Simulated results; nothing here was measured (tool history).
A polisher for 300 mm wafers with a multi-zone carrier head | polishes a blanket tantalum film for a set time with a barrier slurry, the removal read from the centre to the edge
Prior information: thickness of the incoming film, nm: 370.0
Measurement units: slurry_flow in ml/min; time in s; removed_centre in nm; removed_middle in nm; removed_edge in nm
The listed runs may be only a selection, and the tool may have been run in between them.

{"run": 1, "hour": 0.0, "slurry_flow": 160, "centre_zone": 1.0, "middle_zone": 1.0, "edge_zone": 1.0, "slurry_solids": 1.0, "time": 54, "removed_centre": 106.42, "removed_middle": 107.45, "removed_edge": 108.88}
{"run": 2, "hour": 3.1, "slurry_flow": 160, "centre_zone": 1.04, "middle_zone": 1.0, "edge_zone": 1.0, "slurry_solids": 1.0, "time": 54, "removed_centre": 114.79, "removed_middle": 107.36, "removed_edge": 109.96}
{"run": 3, "hour": 5.5, "slurry_flow": 160, "centre_zone": 1.04, "middle_zone": 0.99, "edge_zone": 0.98, "slurry_solids": 0.95, "time": 52, "removed_centre": 108.75, "removed_middle": 101.36, "removed_edge": 102.02}
{"run": 4, "hour": 9.8, "slurry_flow": 155, "centre_zone": 1.03, "middle_zone": 0.97, "edge_zone": 0.97, "slurry_solids": 0.9, "time": 50, "removed_centre": 98.071, "removed_middle": 93.141, "removed_edge": 96.22}
{"run": 5, "hour": 13.1, "slurry_flow": 155, "centre_zone": 1.03, "middle_zone": 0.97, "edge_zone": 0.97, "slurry_solids": 0.9, "time": 58, "removed_centre": 116.36, "removed_middle": 108.62, "removed_edge": 111.92}
{"run": 6, "hour": 18.9, "slurry_flow": 155, "centre_zone": 1.11, "middle_zone": 0.97, "edge_zone": 0.97, "slurry_solids": 0.9, "time": 58, "removed_centre": 127.07, "removed_middle": 109.07, "removed_edge": 110.33}
{"run": 7, "hour": 22.7, "slurry_flow": 125, "centre_zone": 1.01, "middle_zone": 0.92, "edge_zone": 0.87, "slurry_solids": 0.65, "time": 43, "removed_centre": 71.553, "removed_middle": 66.496, "removed_edge": 67.135}

Expected results for the next run?
{"run": 8, "hour": 29.7, "slurry_flow": 125, "centre_zone": 1.01, "middle_zone": 0.92, "edge_zone": 0.86, "slurry_solids": 0.65, "time": 43, "removed_centre": "?", "removed_middle": "?", "removed_edge": "?"}

{"run 8": {"removed_centre": 71.871, "removed_middle": 66.5, "removed_edge": 67.699}}
